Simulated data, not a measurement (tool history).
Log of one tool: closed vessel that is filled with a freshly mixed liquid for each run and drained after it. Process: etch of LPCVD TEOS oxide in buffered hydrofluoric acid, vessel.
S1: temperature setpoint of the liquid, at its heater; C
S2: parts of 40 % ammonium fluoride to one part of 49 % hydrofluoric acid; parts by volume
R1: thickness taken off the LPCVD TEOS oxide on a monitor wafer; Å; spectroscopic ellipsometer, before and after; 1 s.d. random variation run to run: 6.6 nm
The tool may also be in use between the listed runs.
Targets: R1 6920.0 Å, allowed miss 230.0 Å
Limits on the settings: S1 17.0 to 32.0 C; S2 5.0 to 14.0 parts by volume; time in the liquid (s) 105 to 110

run 1 hour=0.0 | S1=24.0 S2=8.5 time_in_the_liquid_(s)=105 | R1=4043.6
run 2 hour=2.7 | S1=25.5 S2=8.5 time_in_the_liquid_(s)=105 | R1=4509.3
run 3 hour=11.7 | S1=27.0 S2=8.5 time_in_the_liquid_(s)=105 | R1=4799.6
run 4 hour=19.7 | S1=28.0 S2=8.5 time_in_the_liquid_(s)=105 | R1=5107.6
run 5 hour=22.3 | S1=28.0 S2=10.5 time_in_the_liquid_(s)=105 | R1=4235.3
run 6 hour=26.0 | S1=28.0 S2=10.5 time_in_the_liquid_(s)=105 | R1=4336.4
run 7 hour=34.8 | S1=28.0 S2=10.5 time_in_the_liquid_(s)=105 | R1=4318.6
run 8 hour=39.8 | S1=29.0 S2=10.0 time_in_the_liquid_(s)=105 | R1=4795.7
run 9 hour=48.0 | S1=29.5 S2=9.5 time_in_the_liquid_(s)=105 | R1=5068.4
run 10 hour=50.8 | S1=30.0 S2=9.0 time_in_the_liquid_(s)=105 | R1=5333.5
run 11 hour=54.2 | S1=30.5 S2=8.5 time_in_the_liquid_(s)=105 | R1=5765.2
run 12 hour=62.9 | S1=31.0 S2=8.0 time_in_the_liquid_(s)=105 | R1=6353.5
run 13 hour=66.6 | S1=31.5 S2=8.0 time_in_the_liquid_(s)=105 | R1=6455.3
run 14 hour=68.2 | S1=32.0 S2=7.5 time_in_the_liquid_(s)=105 | R1=7263.1

Below are 5 possible settings for the next run. Only one of them brings all results inside the allowed miss of their targets. Which is it?
run A hour=69.8 | S1=30.0 S2=7.0 time_in_the_liquid_(s)=110 | R1=?
run B hour=69.8 | S1=31.0 S2=7.0 time_in_the_liquid_(s)=105 | R1=?
run C hour=69.8 | S1=29.0 S2=7.0 time_in_the_liquid_(s)=110 | R1=?
run D hour=69.8 | S1=31.5 S2=7.5 time_in_the_liquid_(s)=110 | R1=?
run E hour=69.8 | S1=30.5 S2=7.0 time_in_the_liquid_(s)=110 | R1=?

move=A R1=7507.8
move=B R1=7550.5
move=C R1=7123.7
move=D R1=7536.6
move=E R1=7706.6
A: misses by more than the last run did
B: misses by more than the last run did
C: every result lands within tolerance
D: misses by more than the last run did
E: misses by more than the last run did
Answer: C
